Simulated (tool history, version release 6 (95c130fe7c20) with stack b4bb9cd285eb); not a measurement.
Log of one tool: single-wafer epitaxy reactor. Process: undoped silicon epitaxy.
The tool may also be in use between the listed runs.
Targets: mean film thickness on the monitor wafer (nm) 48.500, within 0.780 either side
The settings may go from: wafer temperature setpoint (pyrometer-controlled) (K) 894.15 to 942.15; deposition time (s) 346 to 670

| run | hour | wafer temperature setpoint (pyrometer-controlled) (K) | deposition time (s) | mean film thickness on the monitor wafer (nm) |
|---|---|---|---|---|
| 1 | 0.0 | 918.15 | 508 | 71.509 |
| 2 | 8.0 | 925.15 | 508 | 83.976 |
| 3 | 11.2 | 925.15 | 562 | 93.082 |
| 4 | 14.9 | 919.15 | 561 | 80.672 |
| 5 | 22.8 | 914.15 | 560 | 71.929 |
| 6 | 29.7 | 922.15 | 560 | 86.186 |
| 7 | 32.6 | 910.15 | 556 | 64.878 |
| 8 | 37.8 | 907.15 | 556 | 60.144 |
| 9 | 41.2 | 905.15 | 556 | 57.809 |
| 10 | 46.6 | 903.15 | 556 | 55.029 |
| 11 | 53.2 | 902.15 | 556 | 53.749 |
| 12 | 62.0 | 901.15 | 556 | 52.614 |
| 13 | 67.5 | 900.15 | 556 | 51.277 |
| 14 | 75.9 | 899.15 | 556 | 49.964 |

Below are 4 possible settings for the next run. Only one of them brings all results inside the allowed miss of their targets. Which is it?
| A | 84.3 | 903.15 | 495 | ? |
| B | 84.3 | 899.15 | 581 | ? |
| C | 84.3 | 901.15 | 556 | ? |
| D | 84.3 | 902.15 | 520 | ? |

| move | mean film thickness on the monitor wafer (nm) |
|---|---|
| A | 48.747 |
| B | 51.944 |
| C | 52.176 |
| D | 49.990 |
A: hits every target within its allowed miss
B: misses by more than the last run did
C: misses by more than the last run did
D: no better and no worse than the last run
Move A is the one to make.

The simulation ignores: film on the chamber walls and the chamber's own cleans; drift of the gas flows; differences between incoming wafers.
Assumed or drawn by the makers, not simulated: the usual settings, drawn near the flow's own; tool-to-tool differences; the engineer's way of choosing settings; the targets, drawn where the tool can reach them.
